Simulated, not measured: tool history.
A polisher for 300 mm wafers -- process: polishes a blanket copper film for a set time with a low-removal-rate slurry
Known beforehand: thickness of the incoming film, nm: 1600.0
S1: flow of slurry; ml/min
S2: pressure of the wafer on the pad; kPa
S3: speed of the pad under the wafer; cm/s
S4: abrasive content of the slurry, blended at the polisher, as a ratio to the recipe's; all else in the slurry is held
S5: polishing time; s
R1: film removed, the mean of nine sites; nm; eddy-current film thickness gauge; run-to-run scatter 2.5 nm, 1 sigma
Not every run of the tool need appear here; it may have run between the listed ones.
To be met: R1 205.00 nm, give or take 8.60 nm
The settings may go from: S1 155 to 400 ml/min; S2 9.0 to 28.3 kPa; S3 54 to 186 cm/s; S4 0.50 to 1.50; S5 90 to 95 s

run 1 day=0.000 | S1=255 S2=18.6 S3=118 S4=1.00 S5=90 | R1=345.43
run 2 day=0.196 | S1=255 S2=18.6 S3=142 S4=1.00 S5=90 | R1=409.69
run 3 day=0.512 | S1=255 S2=22.1 S3=142 S4=1.00 S5=90 | R1=481.02
run 4 day=0.642 | S1=255 S2=22.1 S3=126 S4=1.00 S5=90 | R1=431.51
run 5 day=0.696 | S1=255 S2=22.1 S3=126 S4=1.00 S5=95 | R1=468.10
run 6 day=0.842 | S1=255 S2=22.1 S3=126 S4=0.85 S5=95 | R1=447.58
run 7 day=1.025 | S1=255 S2=18.6 S3=120 S4=0.85 S5=95 | R1=361.09
run 8 day=1.271 | S1=255 S2=13.8 S3=104 S4=0.85 S5=95 | R1=244.06
run 9 day=1.392 | S1=255 S2=10.3 S3=102 S4=0.85 S5=95 | R1=184.79
run 10 day=1.767 | S1=255 S2=11.0 S3=102 S4=0.85 S5=95 | R1=191.23

Which one of the following 4 next-run settings gets every result inside its allowed miss? There is exactly one.
run A day=2.142 | S1=245 S2=12.4 S3=110 S4=0.90 S5=93 | R1=?
run B day=2.142 | S1=270 S2=11.7 S3=102 S4=0.95 S5=95 | R1=?
run C day=2.142 | S1=290 S2=15.2 S3=84 S4=0.85 S5=95 | R1=?
run D day=2.142 | S1=275 S2=11.7 S3=102 S4=0.85 S5=90 | R1=?

move=A R1=222.39
move=B R1=207.15
move=C R1=224.41
move=D R1=192.04
A: the result that was furthest off in the last run now lies on the other side of its target
B: hits every target within its allowed miss
C: the result that was furthest off in the last run now lies on the other side of its target
D: better than the last run, though not everything is in spec
B is the move that brings every result within its allowed miss.
